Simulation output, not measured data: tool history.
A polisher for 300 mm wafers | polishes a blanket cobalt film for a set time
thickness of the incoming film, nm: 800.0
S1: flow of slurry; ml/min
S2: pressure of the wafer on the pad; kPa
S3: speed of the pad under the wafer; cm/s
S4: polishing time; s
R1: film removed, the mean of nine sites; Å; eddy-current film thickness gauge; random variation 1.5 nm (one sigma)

run,hour,S1,S2,S3,S4,R1
1,0.0,295,14.5,112,26,1627.3
2,1.7,295,14.5,112,26,1598.3
3,6.9,295,14.5,128,26,1877.7
4,9.0,295,14.5,140,26,1978.4
5,16.2,295,13.8,140,26,1924.0
6,24.8,295,15.9,140,26,2186.1
7,25.5,295,14.5,140,26,2006.5
8,31.5,295,13.1,140,26,1811.7
9,32.8,295,12.4,140,26,1740.0

Run 10 comes next. What will it give?
10,36.9,295,11.7,140,26,?

R1: 1690.3 Å
